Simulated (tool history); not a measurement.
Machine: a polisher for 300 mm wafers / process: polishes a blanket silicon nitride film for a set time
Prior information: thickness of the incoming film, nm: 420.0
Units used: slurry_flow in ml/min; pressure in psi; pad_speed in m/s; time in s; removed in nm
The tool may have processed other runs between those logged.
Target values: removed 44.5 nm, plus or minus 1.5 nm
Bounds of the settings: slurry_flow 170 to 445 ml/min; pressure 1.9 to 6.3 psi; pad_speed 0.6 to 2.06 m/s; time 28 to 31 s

Run 1, hour 0: slurry_flow 285 ml/min, pressure 4.1 psi, pad_speed 1.32 m/s, time 31 s. Result: removed 79.055 nm.
Run 2, hour 5.9: slurry_flow 285 ml/min, pressure 4.5 psi, pad_speed 1.32 m/s, time 31 s. Result: removed 88.569 nm.
Run 3, hour 10.8: slurry_flow 285 ml/min, pressure 4.2 psi, pad_speed 1.32 m/s, time 31 s. Result: removed 83.068 nm.
Run 4, hour 14: slurry_flow 215 ml/min, pressure 4.2 psi, pad_speed 1.32 m/s, time 31 s. Result: removed 80.655 nm.
Run 5, hour 19.7: slurry_flow 265 ml/min, pressure 4.2 psi, pad_speed 1.32 m/s, time 31 s. Result: removed 80.228 nm.
Run 6, hour 22: slurry_flow 290 ml/min, pressure 4.2 psi, pad_speed 1.32 m/s, time 31 s. Result: removed 81.614 nm.
Run 7, hour 25.9: slurry_flow 290 ml/min, pressure 3.9 psi, pad_speed 1.32 m/s, time 31 s. Result: removed 77.973 nm.
Run 8, hour 30.6: slurry_flow 290 ml/min, pressure 3.6 psi, pad_speed 1.28 m/s, time 31 s. Result: removed 69.739 nm.
Run 9, hour 31.4: slurry_flow 290 ml/min, pressure 3.4 psi, pad_speed 1.26 m/s, time 31 s. Result: removed 67.123 nm.
Run 10, hour 32.6: slurry_flow 290 ml/min, pressure 3.4 psi, pad_speed 1.26 m/s, time 31 s. Result: removed 65.219 nm.
Run 11, hour 39.9: slurry_flow 290 ml/min, pressure 3.4 psi, pad_speed 1.26 m/s, time 31 s. Result: removed 65.119 nm.
Run 12, hour 43.1: slurry_flow 290 ml/min, pressure 3.2 psi, pad_speed 1.26 m/s, time 31 s. Result: removed 61.488 nm.
Run 13, hour 49.8: slurry_flow 290 ml/min, pressure 3 psi, pad_speed 1.26 m/s, time 31 s. Result: removed 58.351 nm.
Run 14, hour 54.9: slurry_flow 290 ml/min, pressure 1.9 psi, pad_speed 1.24 m/s, time 31 s. Result: removed 38.029 nm.
Run 15, hour 61.9: slurry_flow 295 ml/min, pressure 2.4 psi, pad_speed 1.24 m/s, time 31 s. Result: removed 47.405 nm.
Run 16, hour 67.5: slurry_flow 295 ml/min, pressure 2.4 psi, pad_speed 1.24 m/s, time 31 s. Result: removed 47.156 nm.
Run 17, hour 75.7: slurry_flow 290 ml/min, pressure 2.4 psi, pad_speed 1.24 m/s, time 31 s. Result: removed 46.374 nm.
Run 18, hour 83.9: slurry_flow 285 ml/min, pressure 2.4 psi, pad_speed 1.24 m/s, time 31 s. Result: removed 46.099 nm.
Run 19, hour 90.8: slurry_flow 280 ml/min, pressure 2.4 psi, pad_speed 1.24 m/s, time 31 s. Result: removed 46.295 nm.
Run 20, hour 99.6: slurry_flow 275 ml/min, pressure 2.4 psi, pad_speed 1.24 m/s, time 31 s. Result: removed 46.576 nm.

4 candidate next runs follow, results not yet known. Just one meets every target within its allowed miss. Identify it.
Run A, hour 108.4: slurry_flow 285 ml/min, pressure 2.3 psi, pad_speed 1.22 m/s, time 31 s. Result: removed ?.
Run B, hour 108.4: slurry_flow 245 ml/min, pressure 2.4 psi, pad_speed 1.36 m/s, time 30 s. Result: removed ?.
Run C, hour 108.4: slurry_flow 245 ml/min, pressure 2.9 psi, pad_speed 1.16 m/s, time 29 s. Result: removed ?.
Run D, hour 108.4: slurry_flow 285 ml/min, pressure 2.6 psi, pad_speed 1.2 m/s, time 31 s. Result: removed ?.

move  removed
   A   45.074
   B   48.665
   C   49.263
   D   49.733
A: each result inside its tolerance
B: lands further from the targets than the last run did
C: lands further from the targets than the last run did
D: lands further from the targets than the last run did
Move A is the one to make.

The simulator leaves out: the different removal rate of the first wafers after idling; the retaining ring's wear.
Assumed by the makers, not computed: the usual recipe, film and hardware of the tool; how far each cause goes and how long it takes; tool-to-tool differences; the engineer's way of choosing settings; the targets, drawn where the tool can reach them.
